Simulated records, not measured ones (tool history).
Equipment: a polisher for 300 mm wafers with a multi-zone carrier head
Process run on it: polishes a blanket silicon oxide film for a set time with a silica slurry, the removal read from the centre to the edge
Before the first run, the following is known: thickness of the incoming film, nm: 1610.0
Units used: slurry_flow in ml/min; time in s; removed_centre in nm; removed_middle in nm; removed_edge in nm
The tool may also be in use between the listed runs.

run	hour	slurry_flow	centre_zone	middle_zone	edge_zone	slurry_solids	time	removed_centre	removed_middle	removed_edge
1	0.0	300	1.00	1.00	1.00	1.00	35	102.900	102.950	106.330
2	6.1	300	1.02	0.99	0.96	0.85	30	83.165	79.179	82.674
3	14.2	300	1.02	0.99	0.96	0.85	37	104.880	97.734	102.340
4	19.5	300	1.02	0.99	0.89	0.85	37	103.840	99.342	99.880
5	22.1	335	1.02	0.99	0.89	0.85	37	104.410	100.060	98.535
6	31.0	335	1.07	0.99	0.89	0.85	37	110.470	98.445	97.127
7	32.9	340	1.06	0.99	0.88	0.75	32	88.944	81.723	79.532
8	39.9	325	1.04	0.90	0.83	0.50	22	46.179	39.620	41.844
9	43.5	335	1.05	0.93	0.86	0.50	22	46.438	39.686	41.411
10	51.0	330	1.05	0.95	0.88	0.55	22	50.229	43.694	45.040
11	57.9	325	1.05	0.97	0.90	0.55	22	50.726	44.773	45.328
12	62.0	320	1.05	0.98	0.92	0.55	22	50.058	44.380	45.503
13	67.7	325	1.05	0.99	0.94	0.55	22	49.967	44.556	46.635
14	69.0	325	1.06	1.01	0.95	0.55	22	51.457	46.291	46.616
15	70.0	325	1.06	1.02	0.96	0.55	22	49.885	46.236	47.599
16	73.6	345	1.11	1.05	0.95	0.60	22	55.865	51.060	50.018
# hour 80.9: edge zone pressure recalibrated
17	80.9	340	1.10	1.04	0.95	0.60	22	54.293	50.877	47.433

Predict the results of run 18:
18	81.6	370	1.10	1.00	1.05	0.55	22	?	?	?

Logged for run 18: removed_centre 53.832 nm, removed_middle 46.298 nm, removed_edge 48.908 nm.
